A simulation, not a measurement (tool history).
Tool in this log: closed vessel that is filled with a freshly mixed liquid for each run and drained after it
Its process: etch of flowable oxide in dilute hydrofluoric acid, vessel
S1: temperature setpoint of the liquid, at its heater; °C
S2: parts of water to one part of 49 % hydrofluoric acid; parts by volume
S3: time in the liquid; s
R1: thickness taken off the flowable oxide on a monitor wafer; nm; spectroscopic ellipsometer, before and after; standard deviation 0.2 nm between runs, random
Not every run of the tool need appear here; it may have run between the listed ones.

{"run": 1, "hour": 0.0, "S1": 26, "S2": 190, "S3": 95, "R1": 21.041}
{"run": 2, "hour": 6.8, "S1": 26, "S2": 190, "S3": 100, "R1": 21.897}
{"run": 3, "hour": 13.2, "S1": 22.5, "S2": 190, "S3": 100, "R1": 19.476}
{"run": 4, "hour": 14.7, "S1": 24, "S2": 190, "S3": 100, "R1": 20.592}
{"run": 5, "hour": 17.1, "S1": 25.5, "S2": 190, "S3": 100, "R1": 21.697}
{"run": 6, "hour": 20.4, "S1": 25.5, "S2": 250, "S3": 100, "R1": 15.415}
{"run": 7, "hour": 25.8, "S1": 27, "S2": 240, "S3": 100, "R1": 17.253}
{"run": 8, "hour": 30.0, "S1": 28.5, "S2": 235, "S3": 100, "R1": 18.464}

Run 9 comes next. What will it give?
{"run": 9, "hour": 37.3, "S1": 29.5, "S2": 225, "S3": 100, "R1": "?"}

Run 9 produced R1 20.3 nm.
